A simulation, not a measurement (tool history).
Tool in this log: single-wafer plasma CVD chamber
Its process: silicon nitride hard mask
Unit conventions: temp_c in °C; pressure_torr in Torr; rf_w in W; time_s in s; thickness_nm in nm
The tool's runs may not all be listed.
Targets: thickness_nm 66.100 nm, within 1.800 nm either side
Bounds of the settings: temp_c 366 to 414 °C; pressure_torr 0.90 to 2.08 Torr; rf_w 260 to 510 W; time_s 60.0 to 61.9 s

Run 1, day 0.000: temp_c 390 °C, pressure_torr 1.49 Torr, rf_w 385 W, time_s 60.0 s. Result: thickness_nm 78.591 nm.
Run 2, day 0.358: temp_c 390 °C, pressure_torr 1.49 Torr, rf_w 350 W, time_s 60.0 s. Result: thickness_nm 75.587 nm.
Run 3, day 0.467: temp_c 390 °C, pressure_torr 1.49 Torr, rf_w 350 W, time_s 61.9 s. Result: thickness_nm 78.019 nm.
Run 4, day 0.829: temp_c 390 °C, pressure_torr 1.49 Torr, rf_w 350 W, time_s 61.9 s. Result: thickness_nm 78.022 nm.
Run 5, day 1.000: temp_c 390 °C, pressure_torr 1.39 Torr, rf_w 335 W, time_s 61.6 s. Result: thickness_nm 73.980 nm.
Run 6, day 1.046: temp_c 390 °C, pressure_torr 1.39 Torr, rf_w 335 W, time_s 60.0 s. Result: thickness_nm 71.277 nm.
Run 7, day 1.108: temp_c 390 °C, pressure_torr 1.13 Torr, rf_w 310 W, time_s 60.0 s. Result: thickness_nm 62.371 nm.
Run 8, day 1.342: temp_c 390 °C, pressure_torr 1.17 Torr, rf_w 310 W, time_s 60.0 s. Result: thickness_nm 63.751 nm.

Next run, 4 choices. One meets every target within its allowed miss, the rest don't. Which?
Run A, day 1.575: temp_c 390 °C, pressure_torr 1.05 Torr, rf_w 345 W, time_s 61.0 s. Result: thickness_nm ?.
Run B, day 1.575: temp_c 386 °C, pressure_torr 1.19 Torr, rf_w 350 W, time_s 61.9 s. Result: thickness_nm ?.
Run C, day 1.575: temp_c 395 °C, pressure_torr 1.27 Torr, rf_w 310 W, time_s 60.0 s. Result: thickness_nm ?.
Run D, day 1.575: temp_c 386 °C, pressure_torr 1.17 Torr, rf_w 265 W, time_s 61.9 s. Result: thickness_nm ?.

move  thickness_nm
   A        62.981
   B        69.823
   C        66.725
   D        62.040
A: its largest miss is bigger than the last run's
B: moves the result that the last run missed by most past its target, out the other side
C: each result inside its tolerance
D: its largest miss is bigger than the last run's
The move that meets every target is C.
